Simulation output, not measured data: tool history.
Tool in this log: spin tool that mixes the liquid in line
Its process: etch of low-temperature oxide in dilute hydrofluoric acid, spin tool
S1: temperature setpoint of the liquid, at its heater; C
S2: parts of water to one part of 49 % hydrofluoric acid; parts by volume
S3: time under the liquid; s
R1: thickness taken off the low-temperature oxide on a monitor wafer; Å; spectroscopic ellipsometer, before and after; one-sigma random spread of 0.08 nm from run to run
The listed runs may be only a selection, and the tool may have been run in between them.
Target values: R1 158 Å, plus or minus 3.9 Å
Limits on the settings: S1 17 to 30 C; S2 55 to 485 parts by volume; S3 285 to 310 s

run  hour    S1   S2   S3      R1
  1     0    22  270  285  133.73
  2     7    22  270  310  147.81
  3   8.8    22  360  310  101.02
  4   9.7    22  405  310  87.331
  5  11.4    23  395  310  92.553
  6  17.7  21.5  395  310  88.198
  7  22.7  25.5  315  310  135.54
  8  29.4    26  315  310  137.47
  9  33.5  26.5  315  310  140.74
 10  35.3    27  315  310  143.17
 11  40.5  27.5  315  310  144.79
 12  41.5    28  315  310  148.03
 13  42.9    29  315  310  152.09

Which single option among these 5 for the next run brings every result within its allowed miss of target? Just one does.
  A  44.3  28.5  305  310   ?
  B  44.3    26  275  285   ?
  C  44.3  29.5  315  300   ?
  D  44.3    27  310  310   ?
  E  44.3  28.5  300  290   ?

move      R1
   A  156.25
   B  151.19
   C  149.62
   D  145.55
   E  149.39
A: every result lands within tolerance
B: lands further from the targets than the last run did
C: lands further from the targets than the last run did
D: lands further from the targets than the last run did
E: lands further from the targets than the last run did
Correct choice: A, which meets every target
